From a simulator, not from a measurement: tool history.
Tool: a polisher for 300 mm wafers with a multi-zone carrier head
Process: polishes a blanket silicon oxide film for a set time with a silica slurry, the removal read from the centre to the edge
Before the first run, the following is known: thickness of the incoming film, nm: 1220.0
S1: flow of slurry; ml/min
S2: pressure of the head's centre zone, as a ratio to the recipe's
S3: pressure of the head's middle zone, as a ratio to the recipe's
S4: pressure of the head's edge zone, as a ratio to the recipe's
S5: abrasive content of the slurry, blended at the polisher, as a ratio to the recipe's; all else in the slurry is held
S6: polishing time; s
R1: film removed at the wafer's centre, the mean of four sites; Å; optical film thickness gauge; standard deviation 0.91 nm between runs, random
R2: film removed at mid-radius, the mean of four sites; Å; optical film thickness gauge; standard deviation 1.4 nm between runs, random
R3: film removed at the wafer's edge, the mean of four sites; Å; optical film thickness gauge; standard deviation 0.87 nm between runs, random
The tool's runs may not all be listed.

{"run": 1, "day": 0.0, "S1": 210, "S2": 1.0, "S3": 1.0, "S4": 1.0, "S5": 1.0, "S6": 57, "R1": 1863.1, "R2": 1879.6, "R3": 1863.6}
{"run": 2, "day": 0.158, "S1": 210, "S2": 1.0, "S3": 1.0, "S4": 0.92, "S5": 1.0, "S6": 57, "R1": 1863.4, "R2": 1878.3, "R3": 1793.7}
{"run": 3, "day": 0.508, "S1": 205, "S2": 1.0, "S3": 0.96, "S4": 0.92, "S5": 0.9, "S6": 54, "R1": 1709.9, "R2": 1688.7, "R3": 1654.4}
{"run": 4, "day": 0.796, "S1": 205, "S2": 1.0, "S3": 0.96, "S4": 0.92, "S5": 1.1, "S6": 54, "R1": 1832.3, "R2": 1734.0, "R3": 1740.0}
{"run": 5, "day": 1.142, "S1": 205, "S2": 0.92, "S3": 0.96, "S4": 0.92, "S5": 1.1, "S6": 54, "R1": 1693.3, "R2": 1786.6, "R3": 1757.3}
{"run": 6, "day": 1.475, "S1": 205, "S2": 0.92, "S3": 1.03, "S4": 0.92, "S5": 1.1, "S6": 54, "R1": 1696.8, "R2": 1794.9, "R3": 1751.2}
{"run": 7, "day": 1.525, "S1": 185, "S2": 0.97, "S3": 0.98, "S4": 0.97, "S5": 1.0, "S6": 49, "R1": 1518.8, "R2": 1560.7, "R3": 1574.6}

Run 8 is up next; what results do you expect?
{"run": 8, "day": 1.75, "S1": 180, "S2": 1.01, "S3": 0.94, "S4": 0.99, "S5": 0.9, "S6": 46, "R1": "?", "R2": "?", "R3": "?"}

{"run 8": {"R1": 1448.4, "R2": 1385.4, "R3": 1447.3}}
